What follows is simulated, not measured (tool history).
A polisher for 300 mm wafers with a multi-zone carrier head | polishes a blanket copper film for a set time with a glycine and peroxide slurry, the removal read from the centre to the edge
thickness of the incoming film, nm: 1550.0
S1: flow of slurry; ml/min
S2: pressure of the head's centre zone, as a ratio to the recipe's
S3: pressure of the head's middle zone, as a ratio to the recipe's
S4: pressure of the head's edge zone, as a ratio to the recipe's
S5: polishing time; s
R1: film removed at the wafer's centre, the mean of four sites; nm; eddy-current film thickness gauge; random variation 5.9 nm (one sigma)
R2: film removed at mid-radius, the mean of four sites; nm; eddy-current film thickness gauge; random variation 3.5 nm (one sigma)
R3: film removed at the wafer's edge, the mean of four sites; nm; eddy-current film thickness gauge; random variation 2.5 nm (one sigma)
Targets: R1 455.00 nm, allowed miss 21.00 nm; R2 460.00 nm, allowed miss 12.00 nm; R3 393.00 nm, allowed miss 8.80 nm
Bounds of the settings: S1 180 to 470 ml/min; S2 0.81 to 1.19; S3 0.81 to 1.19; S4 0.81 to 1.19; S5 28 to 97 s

run 1 hour=0.0 | S1=300 S2=1.00 S3=1.00 S4=1.00 S5=62 | R1=288.01 R2=274.87 R3=286.73
run 2 hour=3.1 | S1=315 S2=1.02 S3=1.03 S4=1.00 S5=65 | R1=313.97 R2=299.22 R3=297.81
run 3 hour=7.3 | S1=315 S2=1.06 S3=1.03 S4=1.00 S5=65 | R1=333.15 R2=301.63 R3=299.16
run 4 hour=9.3 | S1=315 S2=1.06 S3=1.03 S4=1.05 S5=65 | R1=318.44 R2=301.27 R3=306.47
run 5 hour=15.1 | S1=315 S2=1.02 S3=1.03 S4=1.05 S5=65 | R1=313.11 R2=297.93 R3=305.23
run 6 hour=16.1 | S1=320 S2=1.03 S3=1.06 S4=1.05 S5=68 | R1=330.60 R2=322.60 R3=316.43
run 7 hour=22.6 | S1=325 S2=1.04 S3=1.08 S4=1.06 S5=70 | R1=341.08 R2=337.25 R3=329.22
run 8 hour=24.9 | S1=335 S2=1.05 S3=1.10 S4=1.06 S5=72 | R1=358.30 R2=353.33 R3=339.87

4 next moves are on the table. One of them brings every result within its allowed miss. Which?
run A hour=27.2 | S1=310 S2=1.12 S3=1.15 S4=1.08 S5=86 | R1=? R2=? R3=?
run B hour=27.2 | S1=360 S2=1.05 S3=0.82 S4=1.16 S5=61 | R1=? R2=? R3=?
run C hour=27.2 | S1=325 S2=1.05 S3=1.14 S4=0.86 S5=91 | R1=? R2=? R3=?
run D hour=27.2 | S1=335 S2=1.14 S3=1.19 S4=0.89 S5=85 | R1=? R2=? R3=?

move=A R1=454.31 R2=434.18 R3=400.74
move=B R1=305.98 R2=235.17 R3=298.16
move=C R1=452.79 R2=458.44 R3=386.75
move=D R1=461.08 R2=445.44 R3=366.80
A: nearer than the last run, and not there yet
B: further off than the last run
C: meets every target
D: nearer than the last run, and not there yet
The right move is C.
